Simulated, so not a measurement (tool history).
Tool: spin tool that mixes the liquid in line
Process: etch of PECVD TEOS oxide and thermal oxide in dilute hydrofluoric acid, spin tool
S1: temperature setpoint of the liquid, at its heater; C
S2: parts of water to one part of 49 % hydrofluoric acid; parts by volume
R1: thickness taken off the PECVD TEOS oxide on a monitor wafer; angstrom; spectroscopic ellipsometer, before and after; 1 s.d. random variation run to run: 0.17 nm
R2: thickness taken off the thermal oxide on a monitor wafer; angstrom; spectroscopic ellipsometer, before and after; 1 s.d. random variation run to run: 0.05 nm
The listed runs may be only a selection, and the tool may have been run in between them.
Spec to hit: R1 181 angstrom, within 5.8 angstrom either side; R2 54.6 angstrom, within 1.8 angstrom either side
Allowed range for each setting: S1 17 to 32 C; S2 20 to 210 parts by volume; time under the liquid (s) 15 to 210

run 1 hour=0 | S1=24 S2=115 time_under_the_liquid_(s)=105 | R1=135.64 R2=41.115
run 2 hour=2 | S1=27 S2=115 time_under_the_liquid_(s)=105 | R1=151.27 R2=46.44
run 3 hour=10.2 | S1=27 S2=155 time_under_the_liquid_(s)=105 | R1=106.96 R2=32.025
run 4 hour=17.6 | S1=28 S2=145 time_under_the_liquid_(s)=105 | R1=122.3 R2=36.509
run 5 hour=24.5 | S1=28 S2=120 time_under_the_liquid_(s)=105 | R1=150.85 R2=45.725
run 6 hour=33.4 | S1=29 S2=120 time_under_the_liquid_(s)=105 | R1=156.4 R2=47.658
run 7 hour=34.7 | S1=29.5 S2=120 time_under_the_liquid_(s)=105 | R1=159.75 R2=48.222
run 8 hour=38.4 | S1=30 S2=120 time_under_the_liquid_(s)=105 | R1=163.9 R2=48.372
run 9 hour=39.2 | S1=30 S2=115 time_under_the_liquid_(s)=105 | R1=170.69 R2=51.311
run 10 hour=41.4 | S1=30.5 S2=115 time_under_the_liquid_(s)=105 | R1=172.35 R2=51.553

Next run, 4 choices. One meets every target within its allowed miss, the rest don't. Which?
run A hour=43.6 | S1=32 S2=100 time_under_the_liquid_(s)=80 | R1=? R2=?
run B hour=43.6 | S1=29 S2=105 time_under_the_liquid_(s)=105 | R1=? R2=?
run C hour=43.6 | S1=28 S2=120 time_under_the_liquid_(s)=115 | R1=? R2=?
run D hour=43.6 | S1=29.5 S2=135 time_under_the_liquid_(s)=125 | R1=? R2=?

move=A R1=163.94 R2=48.835
move=B R1=181.96 R2=54.204
move=C R1=164.6 R2=49.033
move=D R1=164.84 R2=49.105
A: lands further from the targets than the last run did
B: all results land within tolerance of their targets
C: lands further from the targets than the last run did
D: lands further from the targets than the last run did
Move B is the one to make.
